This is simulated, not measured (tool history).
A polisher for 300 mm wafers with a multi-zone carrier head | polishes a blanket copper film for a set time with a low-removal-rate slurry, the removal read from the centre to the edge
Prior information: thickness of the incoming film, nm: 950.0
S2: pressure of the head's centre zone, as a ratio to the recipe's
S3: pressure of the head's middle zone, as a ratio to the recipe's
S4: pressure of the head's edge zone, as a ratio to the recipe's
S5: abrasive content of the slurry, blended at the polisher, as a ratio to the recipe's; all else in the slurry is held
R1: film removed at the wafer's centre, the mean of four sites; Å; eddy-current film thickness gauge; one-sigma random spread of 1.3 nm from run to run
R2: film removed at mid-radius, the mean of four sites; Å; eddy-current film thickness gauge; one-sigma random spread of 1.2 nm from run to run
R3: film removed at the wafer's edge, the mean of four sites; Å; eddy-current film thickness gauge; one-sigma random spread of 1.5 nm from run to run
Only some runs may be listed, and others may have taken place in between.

{"run": 1, "day": 0.0, "flow of slurry (ml/min)": 300, "S2": 1, "S3": 1, "S4": 1, "S5": 1, "polishing time (s)": 43, "R1": 2234.8, "R2": 2210.9, "R3": 2282.8}
{"run": 2, "day": 0.375, "flow of slurry (ml/min)": 300, "S2": 1, "S3": 1, "S4": 1, "S5": 0.9, "polishing time (s)": 43, "R1": 2246.4, "R2": 2175.5, "R3": 2198.4}
{"run": 3, "day": 0.562, "flow of slurry (ml/min)": 225, "S2": 1, "S3": 1, "S4": 1, "S5": 0.9, "polishing time (s)": 43, "R1": 2182.1, "R2": 2141.8, "R3": 2181.1}
{"run": 4, "day": 0.696, "flow of slurry (ml/min)": 225, "S2": 0.92, "S3": 1, "S4": 1, "S5": 0.9, "polishing time (s)": 43, "R1": 1966.6, "R2": 2117.9, "R3": 2158.7}
{"run": 5, "day": 1.046, "flow of slurry (ml/min)": 225, "S2": 0.92, "S3": 1, "S4": 1, "S5": 1, "polishing time (s)": 43, "R1": 2004.5, "R2": 2187, "R3": 2182}
{"run": 6, "day": 1.125, "flow of slurry (ml/min)": 225, "S2": 0.92, "S3": 1, "S4": 1, "S5": 1, "polishing time (s)": 53, "R1": 2485.9, "R2": 2698.4, "R3": 2679.9}
{"run": 7, "day": 1.329, "flow of slurry (ml/min)": 220, "S2": 0.94, "S3": 0.97, "S4": 0.94, "S5": 0.85, "polishing time (s)": 45, "R1": 2079.8, "R2": 2121.2, "R3": 2153.6}
{"run": 8, "day": 1.696, "flow of slurry (ml/min)": 220, "S2": 0.95, "S3": 0.95, "S4": 0.9, "S5": 0.75, "polishing time (s)": 40, "R1": 1815, "R2": 1835.4, "R3": 1843.6}
{"run": 9, "day": 2.017, "flow of slurry (ml/min)": 225, "S2": 0.97, "S3": 0.92, "S4": 0.88, "S5": 0.65, "polishing time (s)": 37, "R1": 1687.6, "R2": 1624.4, "R3": 1598.8}
{"run": 10, "day": 2.358, "flow of slurry (ml/min)": 220, "S2": 0.96, "S3": 0.89, "S4": 0.88, "S5": 0.6, "polishing time (s)": 36, "R1": 1578.2, "R2": 1478.6, "R3": 1550.7}
{"run": 11, "day": 2.592, "flow of slurry (ml/min)": 220, "S2": 0.96, "S3": 0.88, "S4": 0.86, "S5": 0.55, "polishing time (s)": 36, "R1": 1534.8, "R2": 1435.7, "R3": 1511.7}

For run 12, what comes out?
{"run": 12, "day": 2.654, "flow of slurry (ml/min)": 220, "S2": 0.97, "S3": 0.87, "S4": 0.85, "S5": 0.55, "polishing time (s)": 36, "R1": "?", "R2": "?", "R3": "?"}

Run 12 produced R1 1590.6 Å, R2 1464.2 Å, R3 1498.6 Å.

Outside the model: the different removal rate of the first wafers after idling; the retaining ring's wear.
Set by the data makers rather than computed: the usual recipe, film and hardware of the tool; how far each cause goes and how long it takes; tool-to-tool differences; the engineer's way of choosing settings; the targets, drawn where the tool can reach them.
